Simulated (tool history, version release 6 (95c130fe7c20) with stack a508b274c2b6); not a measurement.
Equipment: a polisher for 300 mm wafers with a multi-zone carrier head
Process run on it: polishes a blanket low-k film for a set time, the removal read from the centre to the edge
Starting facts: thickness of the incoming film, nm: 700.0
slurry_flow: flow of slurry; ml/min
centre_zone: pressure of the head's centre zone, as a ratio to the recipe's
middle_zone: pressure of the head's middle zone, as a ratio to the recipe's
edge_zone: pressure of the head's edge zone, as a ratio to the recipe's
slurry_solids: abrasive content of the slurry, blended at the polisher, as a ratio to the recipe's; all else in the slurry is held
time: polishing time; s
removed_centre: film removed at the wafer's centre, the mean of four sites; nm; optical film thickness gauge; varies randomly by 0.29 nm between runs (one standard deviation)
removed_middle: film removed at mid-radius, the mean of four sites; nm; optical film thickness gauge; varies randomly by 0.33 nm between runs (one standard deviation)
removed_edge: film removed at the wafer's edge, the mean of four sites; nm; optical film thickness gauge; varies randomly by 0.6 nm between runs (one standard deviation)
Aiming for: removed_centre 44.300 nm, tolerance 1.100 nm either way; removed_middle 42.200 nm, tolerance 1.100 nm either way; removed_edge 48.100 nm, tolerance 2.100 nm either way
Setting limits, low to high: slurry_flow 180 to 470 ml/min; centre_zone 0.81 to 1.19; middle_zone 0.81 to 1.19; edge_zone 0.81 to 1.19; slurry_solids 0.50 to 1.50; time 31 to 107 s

run 1 hour=0.0 | slurry_flow=300 centre_zone=1.00 middle_zone=1.00 edge_zone=1.00 slurry_solids=1.00 time=69 | removed_centre=37.226 removed_middle=36.766 removed_edge=36.657
run 2 hour=0.8 | slurry_flow=300 centre_zone=1.00 middle_zone=0.99 edge_zone=1.05 slurry_solids=1.10 time=69 | removed_centre=38.814 removed_middle=37.938 removed_edge=39.118
run 3 hour=6.7 | slurry_flow=305 centre_zone=1.00 middle_zone=0.98 edge_zone=1.09 slurry_solids=1.20 time=69 | removed_centre=39.701 removed_middle=38.904 removed_edge=40.482
run 4 hour=11.3 | slurry_flow=305 centre_zone=1.00 middle_zone=0.98 edge_zone=1.09 slurry_solids=1.30 time=69 | removed_centre=41.234 removed_middle=39.746 removed_edge=41.860
run 5 hour=12.6 | slurry_flow=305 centre_zone=0.93 middle_zone=0.98 edge_zone=1.09 slurry_solids=1.30 time=69 | removed_centre=38.157 removed_middle=39.439 removed_edge=40.918
run 6 hour=13.8 | slurry_flow=305 centre_zone=0.93 middle_zone=0.98 edge_zone=1.09 slurry_solids=1.30 time=63 | removed_centre=34.878 removed_middle=36.231 removed_edge=38.765
run 7 hour=19.7 | slurry_flow=305 centre_zone=0.94 middle_zone=0.97 edge_zone=1.12 slurry_solids=1.35 time=66 | removed_centre=37.496 removed_middle=38.056 removed_edge=41.091
run 8 hour=26.4 | slurry_flow=305 centre_zone=0.95 middle_zone=0.96 edge_zone=1.14 slurry_solids=1.40 time=68 | removed_centre=38.950 removed_middle=39.500 removed_edge=44.660
run 9 hour=32.2 | slurry_flow=320 centre_zone=0.98 middle_zone=0.97 edge_zone=1.15 slurry_solids=1.40 time=68 | removed_centre=41.103 removed_middle=40.746 removed_edge=44.142
run 10 hour=32.7 | slurry_flow=320 centre_zone=0.99 middle_zone=0.96 edge_zone=1.16 slurry_solids=1.45 time=69 | removed_centre=42.217 removed_middle=41.393 removed_edge=46.105
run 11 hour=34.3 | slurry_flow=325 centre_zone=1.00 middle_zone=0.96 edge_zone=1.17 slurry_solids=1.45 time=69 | removed_centre=42.964 removed_middle=41.049 removed_edge=44.625
run 12 hour=34.9 | slurry_flow=305 centre_zone=1.00 middle_zone=0.96 edge_zone=1.17 slurry_solids=1.45 time=70 | removed_centre=43.242 removed_middle=41.497 removed_edge=45.268

Pick the move, out of 4, that brings all results within their allowed miss; only one does.
run A hour=35.5 | slurry_flow=260 centre_zone=1.00 middle_zone=0.94 edge_zone=1.08 slurry_solids=1.45 time=71 | removed_centre=? removed_middle=? removed_edge=?
run B hour=35.5 | slurry_flow=255 centre_zone=0.99 middle_zone=0.94 edge_zone=1.13 slurry_solids=1.40 time=76 | removed_centre=? removed_middle=? removed_edge=?
run C hour=35.5 | slurry_flow=245 centre_zone=1.09 middle_zone=1.06 edge_zone=1.09 slurry_solids=1.45 time=67 | removed_centre=? removed_middle=? removed_edge=?
run D hour=35.5 | slurry_flow=285 centre_zone=0.97 middle_zone=0.97 edge_zone=1.19 slurry_solids=1.40 time=71 | removed_centre=? removed_middle=? removed_edge=?

move=A removed_centre=42.555 removed_middle=40.573 removed_edge=44.503
move=B removed_centre=44.435 removed_middle=42.808 removed_edge=47.917
move=C removed_centre=43.456 removed_middle=42.021 removed_edge=41.846
move=D removed_centre=41.292 removed_middle=41.620 removed_edge=46.267
A: moves away from the targets compared with the last run
B: meets every target
C: moves away from the targets compared with the last run
D: the worst result of the last run now meets its target, but another is out of spec
Move B is the one to make.

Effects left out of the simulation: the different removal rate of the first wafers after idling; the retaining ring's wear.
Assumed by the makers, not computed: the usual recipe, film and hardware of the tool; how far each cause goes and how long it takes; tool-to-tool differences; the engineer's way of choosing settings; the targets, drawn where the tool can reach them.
